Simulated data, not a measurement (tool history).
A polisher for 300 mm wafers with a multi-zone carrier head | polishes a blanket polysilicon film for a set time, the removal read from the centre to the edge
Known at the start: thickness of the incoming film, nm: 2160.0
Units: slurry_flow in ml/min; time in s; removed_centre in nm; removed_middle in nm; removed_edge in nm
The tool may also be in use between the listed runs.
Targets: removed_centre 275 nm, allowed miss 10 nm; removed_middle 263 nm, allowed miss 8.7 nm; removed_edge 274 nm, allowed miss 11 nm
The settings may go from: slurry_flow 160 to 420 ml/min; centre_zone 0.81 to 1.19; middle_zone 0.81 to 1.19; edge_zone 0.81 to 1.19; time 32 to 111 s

run 1 hour=0 | slurry_flow=270 centre_zone=1 middle_zone=1 edge_zone=1 time=71 | removed_centre=374.34 removed_middle=376.53 removed_edge=369.87
run 2 hour=2 | slurry_flow=270 centre_zone=1 middle_zone=1 edge_zone=1 time=61 | removed_centre=320.53 removed_middle=316.03 removed_edge=328.42
run 3 hour=4 | slurry_flow=205 centre_zone=1 middle_zone=1 edge_zone=1 time=61 | removed_centre=321.74 removed_middle=310.41 removed_edge=322.32
run 4 hour=6 | slurry_flow=205 centre_zone=0.99 middle_zone=0.99 edge_zone=0.98 time=60 | removed_centre=300.14 removed_middle=307.63 removed_edge=319.96
run 5 hour=13.4 | slurry_flow=205 centre_zone=1 middle_zone=0.99 edge_zone=0.97 time=58 | removed_centre=297.24 removed_middle=294.94 removed_edge=300.28
run 6 hour=21.4 | slurry_flow=205 centre_zone=1.08 middle_zone=0.99 edge_zone=0.97 time=58 | removed_centre=321.61 removed_middle=296.88 removed_edge=302.86
run 7 hour=23.2 | slurry_flow=205 centre_zone=1.08 middle_zone=0.99 edge_zone=0.97 time=58 | removed_centre=323.31 removed_middle=297.01 removed_edge=302.23
run 8 hour=29 | slurry_flow=205 centre_zone=1.07 middle_zone=0.98 edge_zone=0.96 time=57 | removed_centre=312.04 removed_middle=288.54 removed_edge=293.75

Which of these 5 next moves meets every target?
run A hour=34.8 | slurry_flow=190 centre_zone=0.98 middle_zone=0.91 edge_zone=1.13 time=50 | removed_centre=? removed_middle=? removed_edge=?
run B hour=34.8 | slurry_flow=235 centre_zone=1.01 middle_zone=0.97 edge_zone=0.99 time=52 | removed_centre=? removed_middle=? removed_edge=?
run C hour=34.8 | slurry_flow=160 centre_zone=1.02 middle_zone=0.89 edge_zone=0.98 time=53 | removed_centre=? removed_middle=? removed_edge=?
run D hour=34.8 | slurry_flow=175 centre_zone=1.1 middle_zone=0.96 edge_zone=0.91 time=50 | removed_centre=? removed_middle=? removed_edge=?
run E hour=34.8 | slurry_flow=170 centre_zone=1.19 middle_zone=1.03 edge_zone=0.92 time=51 | removed_centre=? removed_middle=? removed_edge=?

move=A removed_centre=254.84 removed_middle=236.6 removed_edge=272.6
move=B removed_centre=276.02 removed_middle=262.43 removed_edge=273.66
move=C removed_centre=275.42 removed_middle=243.67 removed_edge=272.93
move=D removed_centre=278.39 removed_middle=245.31 removed_edge=252.39
move=E removed_centre=302.58 removed_middle=264 removed_edge=257.71
A: takes the result that was furthest off past its target
B: meets every target
C: brings the result that was furthest off to its target, and leaves another outside
D: brings the result that was furthest off to its target, and leaves another outside
E: nearer than the last run, and not there yet
The right move is B.
